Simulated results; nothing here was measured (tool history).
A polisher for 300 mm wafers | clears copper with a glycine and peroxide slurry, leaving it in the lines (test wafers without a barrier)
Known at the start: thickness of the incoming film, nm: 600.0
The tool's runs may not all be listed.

run  hour  flow of slurry (ml/min)  pressure of the wafer on the pad (kPa)  speed of the pad under the wafer (m/s)  overpolish time after the end point (s)  time until the end point was called (s)  dishing of a wide line in a test structure (angstrom)
  1   0.0                      270                                    15.9                                    1.16                                       23                                  111.040                                                 523.57
  2   8.5                      270                                    19.3                                    1.16                                       23                                   92.438                                                 564.49
  3  13.4                      270                                    17.9                                    1.16                                       23                                   98.895                                                 541.43
  4  14.0                      270                                    16.5                                    1.16                                       23                                  106.640                                                 505.61
  5  17.0                      270                                    15.2                                    1.16                                       24                                  114.380                                                 491.79
  6  19.5                      270                                    11.7                                    1.16                                       24                                  137.800                                                 449.79
  7  20.8                      270                                    11.7                                    1.16                                       25                                  138.300                                                 465.18
  8  28.2                      265                                    10.3                                    1.16                                       26                                  154.140                                                 450.32
  9  34.3                      270                                    10.3                                    1.16                                       26                                  151.280                                                 457.64
 10  35.1                      270                                    10.3                                    1.16                                       26                                  153.690                                                 462.17
     40.0  -- worn pad replaced by a new one
 11  40.0                      275                                    11.0                                    1.16                                       25                                  129.660                                                 490.74
 12  41.6                      275                                    11.0                                    1.16                                       25                                  130.840                                                 477.13
 13  49.9                      270                                    11.0                                    1.16                                       25                                  129.480                                                 483.97
 14  50.4                      260                                    11.0                                    1.16                                       25                                  132.770                                                 487.74

The next listed run, before its measurement:
 15  58.3                      265                                    11.0                                    1.16                                       25                                        ?                                                      ?

{"run 15": {"time until the end point was called (s)": 132.61, "dishing of a wide line in a test structure (angstrom)": 470.07}}
